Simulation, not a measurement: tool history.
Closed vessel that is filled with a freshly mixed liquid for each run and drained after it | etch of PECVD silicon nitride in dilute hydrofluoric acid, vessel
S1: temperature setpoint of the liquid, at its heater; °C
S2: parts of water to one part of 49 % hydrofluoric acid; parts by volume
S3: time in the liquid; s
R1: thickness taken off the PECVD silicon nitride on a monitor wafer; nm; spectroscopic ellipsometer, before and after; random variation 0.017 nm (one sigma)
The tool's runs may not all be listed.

| run | hour | S1 | S2 | S3 | R1 |
|---|---|---|---|---|---|
| 1 | 0.0 | 25 | 100 | 105 | 6.2092 |
| 2 | 1.9 | 25 | 100 | 105 | 6.1946 |
| 3 | 10.8 | 25 | 65 | 105 | 9.5730 |
| 4 | 11.9 | 25 | 35 | 105 | 17.5690 |
| 5 | 13.7 | 28 | 35 | 105 | 21.4050 |
| 6 | 16.1 | 25 | 50 | 105 | 12.3780 |
| 7 | 21.6 | 23 | 55 | 105 | 9.8346 |

Run 8 comes next. What will it give?
| 8 | 29.6 | 19 | 95 | 105 | ? |

R1: 4.4034 nm

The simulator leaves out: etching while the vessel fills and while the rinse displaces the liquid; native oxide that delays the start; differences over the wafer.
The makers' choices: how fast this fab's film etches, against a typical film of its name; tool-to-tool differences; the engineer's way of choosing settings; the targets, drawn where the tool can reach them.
